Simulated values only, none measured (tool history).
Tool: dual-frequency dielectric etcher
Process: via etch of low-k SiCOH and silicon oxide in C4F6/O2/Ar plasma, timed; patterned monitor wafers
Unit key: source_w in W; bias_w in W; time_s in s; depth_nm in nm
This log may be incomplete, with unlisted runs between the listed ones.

run	hour	source_w	bias_w	time_s	depth_nm
1	0.0	440	163	121.0	361.12
2	2.3	410	158	121.0	350.46
3	4.2	410	158	126.5	366.90
4	4.7	410	175	126.5	373.55
5	6.3	410	175	126.5	372.85
6	10.0	380	170	125.0	358.03

The next listed run, before its measurement:
7	18.7	360	165	124.0	?

Logged for run 7: depth_nm 345.19 nm.
